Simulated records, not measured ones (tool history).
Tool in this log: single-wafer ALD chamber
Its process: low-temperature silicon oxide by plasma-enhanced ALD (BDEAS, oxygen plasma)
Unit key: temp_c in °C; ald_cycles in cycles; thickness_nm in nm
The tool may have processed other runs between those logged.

| run | hour | temp_c | ald_cycles | thickness_nm |
|---|---|---|---|---|
| 1 | 0.0 | 95 | 44 | 6.1966 |
| 2 | 4.1 | 95 | 41 | 5.7590 |
| 3 | 11.4 | 99 | 41 | 5.7456 |
| 4 | 15.9 | 99 | 45 | 6.3113 |
| 5 | 21.2 | 109 | 45 | 6.2042 |
| 6 | 28.5 | 110 | 43 | 5.8965 |
| 7 | 34.5 | 111 | 42 | 5.7462 |
| 8 | 36.7 | 118 | 39 | 5.2687 |

What will run 9 give?
|  | 43.3 | thermocouple changed; heater temperature recalibrated |
| 9 | 43.3 | 118 | 39 | ? |

{"run 9": {"thickness_nm": 5.2873}}
